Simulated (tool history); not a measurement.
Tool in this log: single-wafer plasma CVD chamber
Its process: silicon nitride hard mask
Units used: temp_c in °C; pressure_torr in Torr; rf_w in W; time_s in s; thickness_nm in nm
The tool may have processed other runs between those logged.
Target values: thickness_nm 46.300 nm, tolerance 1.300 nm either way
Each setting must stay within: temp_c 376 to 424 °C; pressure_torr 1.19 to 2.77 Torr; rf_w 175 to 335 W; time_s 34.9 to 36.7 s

run,hour,temp_c,pressure_torr,rf_w,time_s,thickness_nm
1,0.0,400,1.98,255,36.7,40.703
2,7.0,400,2.25,255,36.7,42.422
3,7.5,400,2.29,255,36.7,42.916
4,12.2,400,2.33,255,36.7,42.871
5,17.1,400,2.33,255,34.9,40.505
6,23.9,400,2.36,260,35.0,41.935
7,30.8,400,2.39,265,35.0,43.247
8,34.1,400,2.42,265,35.0,42.777
9,42.0,400,2.44,265,35.0,43.055
10,49.6,400,2.46,265,35.0,43.271
11,53.4,400,2.48,265,35.0,43.070

Of the 5 settings listed for the next run, only one would bring every result within its allowed miss of target. Which one?
A,57.2,401,2.37,260,35.3,?
B,57.2,390,2.30,280,36.4,?
C,57.2,405,2.77,285,36.7,?
D,57.2,408,2.49,265,34.9,?
E,57.2,400,2.73,295,36.0,?

move,thickness_nm
A,42.276
B,46.528
C,49.825
D,43.040
E,50.343
A: misses by more than the last run did
B: meets every target
C: moves the result that the last run missed by most past its target, out the other side
D: no nearer and no further than the last run
E: moves the result that the last run missed by most past its target, out the other side
Go with B: it meets all targets.
